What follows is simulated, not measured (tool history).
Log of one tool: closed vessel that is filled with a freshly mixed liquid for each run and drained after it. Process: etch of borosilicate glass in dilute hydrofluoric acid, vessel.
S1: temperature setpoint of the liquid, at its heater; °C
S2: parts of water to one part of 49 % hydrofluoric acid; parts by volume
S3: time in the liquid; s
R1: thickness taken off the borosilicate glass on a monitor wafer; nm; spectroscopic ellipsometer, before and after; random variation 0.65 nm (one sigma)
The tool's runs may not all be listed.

run    day    S1  S2  S3       R1
  1  0.000  24.0  50  85   70.985
  2  0.188  24.0  50  95   79.306
  3  0.375  24.5  50  95   80.771
  4  0.638  24.5  40  95  102.040
  5  0.917  22.0  40  95   91.234
  6  1.117  19.5  40  95   83.389
  7  1.179  20.0  40  95   84.653

Forecast run 8:
  8  1.558  20.5  40  95   ?

{"run 8": {"R1": 85.752}}
